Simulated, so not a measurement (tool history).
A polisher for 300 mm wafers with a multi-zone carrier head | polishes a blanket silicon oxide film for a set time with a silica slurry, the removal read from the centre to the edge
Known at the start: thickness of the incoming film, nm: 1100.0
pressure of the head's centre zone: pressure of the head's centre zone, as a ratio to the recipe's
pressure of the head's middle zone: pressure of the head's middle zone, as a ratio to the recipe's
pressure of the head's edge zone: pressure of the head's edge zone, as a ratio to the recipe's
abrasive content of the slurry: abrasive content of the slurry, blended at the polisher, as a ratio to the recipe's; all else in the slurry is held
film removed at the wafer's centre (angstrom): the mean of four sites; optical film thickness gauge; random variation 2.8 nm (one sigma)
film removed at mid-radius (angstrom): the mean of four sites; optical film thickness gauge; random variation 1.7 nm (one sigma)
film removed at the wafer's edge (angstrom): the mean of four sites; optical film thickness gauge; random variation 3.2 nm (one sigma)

run,hour,flow of slurry (ml/min),pressure of the head's centre zone,pressure of the head's middle zone,pressure of the head's edge zone,abrasive content of the slurry,polishing time (s),film removed at the wafer's centre (angstrom),film removed at mid-radius (angstrom),film removed at the wafer's edge (angstrom)
1,0,195,1,1,1,1,76,2523,2530.4,2477.1
2,7.3,180,0.94,0.95,1.02,0.95,76,2328.1,2368.4,2433.3
3,15.4,180,0.94,0.95,1.02,0.95,59,1787.1,1824.5,1861.8
4,18.7,180,0.94,0.95,1.02,0.95,44,1325.1,1364.9,1373.4
5,26.7,180,0.9,0.93,1.07,1.15,48,1507.7,1506.5,1617.1
6,28.4,180,0.9,0.93,1.07,1.05,48,1411.6,1511.6,1588.5
7,32.2,185,0.88,0.93,1.11,1.2,52,1609.7,1684,1833.7
8,38.2,185,0.88,0.93,1.11,1.2,52,1612.8,1677.6,1901.7
9,40.4,210,0.89,0.96,1.14,1.25,52,1678.8,1790.7,1890.3

The next listed run, before its measurement:
10,47,200,0.87,0.96,1.15,1.35,54,?,?,?

{"run 10": {"film removed at the wafer's centre (angstrom)": 1681.3, "film removed at mid-radius (angstrom)": 1914.1, "film removed at the wafer's edge (angstrom)": 2041.1}}
